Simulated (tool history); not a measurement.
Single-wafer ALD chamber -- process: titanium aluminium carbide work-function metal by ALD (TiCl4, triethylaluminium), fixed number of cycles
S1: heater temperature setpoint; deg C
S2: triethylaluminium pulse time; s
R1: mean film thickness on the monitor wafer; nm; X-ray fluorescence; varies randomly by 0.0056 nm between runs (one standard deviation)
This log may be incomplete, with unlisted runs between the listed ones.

run  hour   S1     S2      R1
  1     0  325    9.5   2.075
  2   3.7  325  11.79  2.1185
  3   6.7  329  11.79  2.1536
  4  15.4  329   9.57  2.1205
  5  17.3  318   9.57  2.0224
  6  24.3  308   9.57  1.9323
  7  32.1  320  10.76  2.0552
  8  33.6  322  10.86  2.0734
  9    39  324  10.95  2.0902
 10  47.5  325  11.03  2.1031

Run 11 is up next; what results do you expect?
 11    48  326  11.1   ?

{"run 11": {"R1": 2.1138}}

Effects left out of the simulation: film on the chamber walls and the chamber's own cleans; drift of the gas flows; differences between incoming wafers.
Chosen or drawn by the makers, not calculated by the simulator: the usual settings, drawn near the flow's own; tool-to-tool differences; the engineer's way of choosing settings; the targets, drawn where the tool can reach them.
